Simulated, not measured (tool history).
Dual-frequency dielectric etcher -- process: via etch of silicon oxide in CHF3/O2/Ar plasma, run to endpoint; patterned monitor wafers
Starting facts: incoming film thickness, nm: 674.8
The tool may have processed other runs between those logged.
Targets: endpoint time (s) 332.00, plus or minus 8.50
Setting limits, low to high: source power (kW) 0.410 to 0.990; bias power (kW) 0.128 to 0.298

run 1 day=0.000 | source_power_(kW)=0.700 bias_power_(kW)=0.213 | endpoint_time_(s)=256.16
run 2 day=0.188 | source_power_(kW)=0.670 bias_power_(kW)=0.206 | endpoint_time_(s)=267.01
run 3 day=0.371 | source_power_(kW)=0.790 bias_power_(kW)=0.206 | endpoint_time_(s)=248.94
run 4 day=0.688 | source_power_(kW)=0.790 bias_power_(kW)=0.224 | endpoint_time_(s)=243.10
run 5 day=1.021 | source_power_(kW)=0.750 bias_power_(kW)=0.215 | endpoint_time_(s)=254.84
run 6 day=1.071 | source_power_(kW)=0.800 bias_power_(kW)=0.215 | endpoint_time_(s)=245.94
run 7 day=1.308 | source_power_(kW)=0.760 bias_power_(kW)=0.207 | endpoint_time_(s)=254.81
run 8 day=1.479 | source_power_(kW)=0.730 bias_power_(kW)=0.200 | endpoint_time_(s)=260.72
run 9 day=1.712 | source_power_(kW)=0.700 bias_power_(kW)=0.194 | endpoint_time_(s)=267.35
run 10 day=1.917 | source_power_(kW)=0.670 bias_power_(kW)=0.188 | endpoint_time_(s)=272.57
run 11 day=2.204 | source_power_(kW)=0.650 bias_power_(kW)=0.182 | endpoint_time_(s)=280.65
run 12 day=2.229 | source_power_(kW)=0.630 bias_power_(kW)=0.178 | endpoint_time_(s)=284.74
run 13 day=2.362 | source_power_(kW)=0.610 bias_power_(kW)=0.174 | endpoint_time_(s)=290.48
run 14 day=2.388 | source_power_(kW)=0.590 bias_power_(kW)=0.171 | endpoint_time_(s)=294.84
run 15 day=2.733 | source_power_(kW)=0.570 bias_power_(kW)=0.169 | endpoint_time_(s)=296.95
run 16 day=2.758 | source_power_(kW)=0.560 bias_power_(kW)=0.166 | endpoint_time_(s)=299.81
run 17 day=3.129 | source_power_(kW)=0.420 bias_power_(kW)=0.142 | endpoint_time_(s)=357.11
run 18 day=3.483 | source_power_(kW)=0.430 bias_power_(kW)=0.143 | endpoint_time_(s)=343.97
-- day=3.646 wet clean of the chamber
run 19 day=3.646 | source_power_(kW)=0.480 bias_power_(kW)=0.146 | endpoint_time_(s)=345.30
run 20 day=3.808 | source_power_(kW)=0.480 bias_power_(kW)=0.146 | endpoint_time_(s)=342.22

5 candidate next runs follow, results not yet known. Just one meets every target within its allowed miss. Identify it.
run A day=3.971 | source_power_(kW)=0.500 bias_power_(kW)=0.153 | endpoint_time_(s)=?
run B day=3.971 | source_power_(kW)=0.450 bias_power_(kW)=0.128 | endpoint_time_(s)=?
run C day=3.971 | source_power_(kW)=0.510 bias_power_(kW)=0.133 | endpoint_time_(s)=?
run D day=3.971 | source_power_(kW)=0.500 bias_power_(kW)=0.129 | endpoint_time_(s)=?
run E day=3.971 | source_power_(kW)=0.520 bias_power_(kW)=0.128 | endpoint_time_(s)=?

move=A endpoint_time_(s)=335.21
move=B endpoint_time_(s)=367.76
move=C endpoint_time_(s)=348.63
move=D endpoint_time_(s)=354.38
move=E endpoint_time_(s)=350.67
A: all results in spec
B: further off than the last run
C: further off than the last run
D: further off than the last run
E: further off than the last run
Correct choice: A, which meets every target

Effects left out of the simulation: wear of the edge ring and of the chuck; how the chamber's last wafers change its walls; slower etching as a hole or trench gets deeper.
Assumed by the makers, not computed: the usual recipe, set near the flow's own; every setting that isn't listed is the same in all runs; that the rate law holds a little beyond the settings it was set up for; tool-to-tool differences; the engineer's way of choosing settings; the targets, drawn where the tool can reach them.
